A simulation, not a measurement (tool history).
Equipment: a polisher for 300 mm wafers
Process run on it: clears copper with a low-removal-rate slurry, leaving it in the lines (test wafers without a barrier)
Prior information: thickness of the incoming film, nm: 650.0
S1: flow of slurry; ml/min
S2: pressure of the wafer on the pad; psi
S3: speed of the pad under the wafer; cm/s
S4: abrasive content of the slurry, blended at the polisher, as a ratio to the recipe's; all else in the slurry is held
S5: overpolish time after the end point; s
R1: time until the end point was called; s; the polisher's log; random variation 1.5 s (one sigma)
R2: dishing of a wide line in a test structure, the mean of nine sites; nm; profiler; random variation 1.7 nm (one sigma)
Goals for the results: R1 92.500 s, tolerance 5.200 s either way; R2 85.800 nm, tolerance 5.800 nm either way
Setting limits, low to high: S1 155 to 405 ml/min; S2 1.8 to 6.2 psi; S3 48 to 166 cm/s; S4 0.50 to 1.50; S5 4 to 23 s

run	hour	S1	S2	S3	S4	S5	R1	R2
1	0.0	260	4.0	106	1.00	12	126.330	43.036
2	2.6	260	4.3	106	1.00	14	121.370	51.688
3	7.2	260	4.6	106	1.00	15	114.440	58.476
4	10.6	260	4.6	106	0.90	15	119.380	53.759
5	13.5	260	4.6	90	0.90	15	129.980	51.984
6	22.3	260	5.0	92	0.95	16	116.640	58.740
7	25.5	260	5.2	94	0.95	17	112.260	64.196
8	29.7	260	5.4	96	0.95	18	105.900	71.206
9	34.3	260	5.5	96	0.95	18	102.920	67.955
10	38.3	260	5.6	98	0.95	19	102.600	73.606

Which one of the following 4 next-run settings gets every result inside its allowed miss? There is exactly one.
A	42.3	280	5.6	106	0.70	17	?	?
B	42.3	200	5.8	94	0.85	20	?	?
C	42.3	250	5.8	96	1.10	16	?	?
D	42.3	265	5.0	122	1.10	20	?	?

move	R1	R2
A	103.090	68.165
B	105.520	75.942
C	94.996	69.447
D	91.826	82.934
A: misses by more than the last run did
B: misses by more than the last run did
C: misses by more than the last run did
D: each result inside its tolerance
Answer: D
